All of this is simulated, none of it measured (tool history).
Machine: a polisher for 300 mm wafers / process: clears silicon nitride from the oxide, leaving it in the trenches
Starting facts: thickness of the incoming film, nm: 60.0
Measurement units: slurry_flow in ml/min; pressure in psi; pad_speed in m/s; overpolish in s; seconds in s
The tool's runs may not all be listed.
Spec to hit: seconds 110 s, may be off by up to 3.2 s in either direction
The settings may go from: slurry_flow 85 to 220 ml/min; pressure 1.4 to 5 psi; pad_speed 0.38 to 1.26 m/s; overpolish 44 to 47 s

run,day,slurry_flow,pressure,pad_speed,overpolish,seconds
1,0,140,3.2,0.82,44,59.587
2,0.054,140,3.2,0.82,44,59.155
3,0.258,140,3.9,0.82,44,52.169
4,0.471,130,3,0.76,44,67.603
5,0.633,160,3,0.76,44,66.528
6,0.825,160,3,0.92,44,54.428
7,1.075,155,2.4,0.82,44,69.564
8,1.188,130,1.5,0.6,44,122.05
9,1.446,140,1.6,0.6,44,114.9
10,1.592,145,1.6,0.6,44,117.22

Which of these 5 next moves meets every target?
A,1.738,150,1.8,0.56,44,?
B,1.738,110,1.8,0.68,44,?
C,1.738,140,1.4,0.64,45,?
D,1.738,180,1.4,0.62,44,?
E,1.738,120,1.6,0.66,44,?

move,seconds
A,118.09
B,102.28
C,117.43
D,117.28
E,109.85
A: moves away from the targets compared with the last run
B: carries the result that was furthest off beyond its target, to the other side
C: roughly where the last run was
D: roughly where the last run was
E: hits every target within its allowed miss
E meets every target.
